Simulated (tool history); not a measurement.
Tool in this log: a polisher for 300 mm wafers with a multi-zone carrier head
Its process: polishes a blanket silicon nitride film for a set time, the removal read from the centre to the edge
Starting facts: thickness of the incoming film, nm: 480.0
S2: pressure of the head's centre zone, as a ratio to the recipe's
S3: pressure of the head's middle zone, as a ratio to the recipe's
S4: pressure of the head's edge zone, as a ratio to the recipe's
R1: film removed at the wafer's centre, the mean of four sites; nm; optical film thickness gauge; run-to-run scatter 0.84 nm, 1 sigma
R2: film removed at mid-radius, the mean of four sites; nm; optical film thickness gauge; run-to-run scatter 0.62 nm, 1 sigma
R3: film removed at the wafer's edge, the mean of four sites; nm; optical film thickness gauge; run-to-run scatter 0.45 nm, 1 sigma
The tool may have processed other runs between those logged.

run 1 hour=0 | flow_of_slurry_(ml/min)=270 S2=1 S3=1 S4=1 polishing_time_(s)=44 | R1=101.19 R2=98.371 R3=99.797
run 2 hour=4.2 | flow_of_slurry_(ml/min)=270 S2=0.93 S3=1 S4=1 polishing_time_(s)=44 | R1=93.653 R2=99.844 R3=100.19
run 3 hour=9.9 | flow_of_slurry_(ml/min)=265 S2=0.93 S3=0.96 S4=0.97 polishing_time_(s)=39 | R1=83.41 R2=84.99 R3=87.03
run 4 hour=17.3 | flow_of_slurry_(ml/min)=255 S2=0.92 S3=0.93 S4=0.95 polishing_time_(s)=36 | R1=74.739 R2=75.222 R3=79.731
run 5 hour=25.3 | flow_of_slurry_(ml/min)=255 S2=0.92 S3=0.93 S4=0.95 polishing_time_(s)=29 | R1=62.211 R2=62.505 R3=64.517
run 6 hour=29.1 | flow_of_slurry_(ml/min)=250 S2=0.92 S3=0.91 S4=0.93 polishing_time_(s)=29 | R1=58.753 R2=60.588 R3=63.463
run 7 hour=36.3 | flow_of_slurry_(ml/min)=245 S2=0.94 S3=0.9 S4=0.92 polishing_time_(s)=29 | R1=61.449 R2=59.468 R3=64.281
run 8 hour=42.7 | flow_of_slurry_(ml/min)=245 S2=0.94 S3=0.9 S4=0.92 polishing_time_(s)=29 | R1=60.811 R2=58.69 R3=63.178
run 9 hour=48.1 | flow_of_slurry_(ml/min)=245 S2=0.94 S3=0.9 S4=0.92 polishing_time_(s)=29 | R1=60.158 R2=59.854 R3=63.295
run 10 hour=55.9 | flow_of_slurry_(ml/min)=240 S2=0.95 S3=0.89 S4=0.91 polishing_time_(s)=29 | R1=60.917 R2=59.889 R3=62.923
run 11 hour=57.5 | flow_of_slurry_(ml/min)=240 S2=0.96 S3=0.87 S4=0.9 polishing_time_(s)=29 | R1=61.977 R2=57.644 R3=62.969
run 12 hour=64.6 | flow_of_slurry_(ml/min)=235 S2=0.96 S3=0.86 S4=0.89 polishing_time_(s)=29 | R1=63.248 R2=56.788 R3=61.976

What will run 13 give?
run 13 hour=72.4 | flow_of_slurry_(ml/min)=230 S2=0.95 S3=0.86 S4=0.88 polishing_time_(s)=29 | R1=? R2=? R3=?

{"run 13": {"R1": 62.124, "R2": 57.521, "R3": 61.537}}
